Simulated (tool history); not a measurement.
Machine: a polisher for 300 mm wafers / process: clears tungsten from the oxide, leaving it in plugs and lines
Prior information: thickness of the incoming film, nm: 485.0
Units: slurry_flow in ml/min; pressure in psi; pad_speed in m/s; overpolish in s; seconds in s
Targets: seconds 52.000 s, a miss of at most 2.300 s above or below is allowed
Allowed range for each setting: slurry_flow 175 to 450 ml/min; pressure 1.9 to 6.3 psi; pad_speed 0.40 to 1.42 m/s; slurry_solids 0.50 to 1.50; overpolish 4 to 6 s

run	hour	slurry_flow	pressure	pad_speed	slurry_solids	overpolish	seconds
1	0.0	290	4.1	0.90	1.00	6	83.051
2	2.4	290	4.1	0.98	1.00	6	78.017
3	9.3	290	4.6	0.98	1.00	6	73.673
4	11.4	290	4.6	0.98	1.00	6	72.511
5	16.6	290	4.6	1.20	1.00	6	60.544
6	17.9	345	4.6	1.20	1.00	6	60.103
7	24.7	345	4.8	1.20	1.00	6	57.857
8	29.6	345	5.0	1.20	1.00	6	54.523
9	36.2	345	5.2	1.20	1.00	6	55.351

Pick the move, out of 5, that brings all results within their allowed miss; only one does.
A	42.8	395	5.8	1.32	0.95	6	?
B	42.8	420	6.0	1.08	1.15	6	?
C	42.8	375	5.6	1.28	1.10	6	?
D	42.8	305	5.8	1.30	0.90	5	?
E	42.8	420	5.1	1.42	1.05	4	?

move	seconds
A	46.881
B	52.629
C	48.135
D	48.800
E	46.931
A: takes the result that was furthest off past its target
B: every result lands within tolerance
C: takes the result that was furthest off past its target
D: takes the result that was furthest off past its target
E: takes the result that was furthest off past its target
B meets every target.
